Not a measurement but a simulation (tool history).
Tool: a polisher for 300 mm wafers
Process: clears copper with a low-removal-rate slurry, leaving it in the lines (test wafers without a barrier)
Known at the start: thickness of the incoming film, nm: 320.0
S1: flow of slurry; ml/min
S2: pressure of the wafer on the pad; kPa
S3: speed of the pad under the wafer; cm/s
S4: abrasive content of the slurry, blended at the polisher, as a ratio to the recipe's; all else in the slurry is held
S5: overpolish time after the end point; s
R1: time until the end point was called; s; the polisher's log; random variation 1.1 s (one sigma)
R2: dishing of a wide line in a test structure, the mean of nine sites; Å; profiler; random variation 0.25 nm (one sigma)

run,hour,S1,S2,S3,S4,S5,R1,R2
1,0,230,22.1,142,1,13,67.623,458.21
2,5.2,235,19.3,142,1,11,75.964,364.4
3,11.9,240,16.5,142,1,10,87.631,290.22
4,12.9,240,15.2,142,1,9,95.065,242.6
5,15,290,15.2,142,1,9,92.915,249.06
6,22.9,240,15.2,142,1,9,95.867,243.17
7,25.9,235,14.5,142,1,9,101.2,233.26
8,30.5,230,14.5,142,1,9,98.799,230.82

The next listed run, before its measurement:
9,31.8,230,14.5,142,1,9,?,?

Run 9 gave R1 100.89 s, R2 235.08 Å.
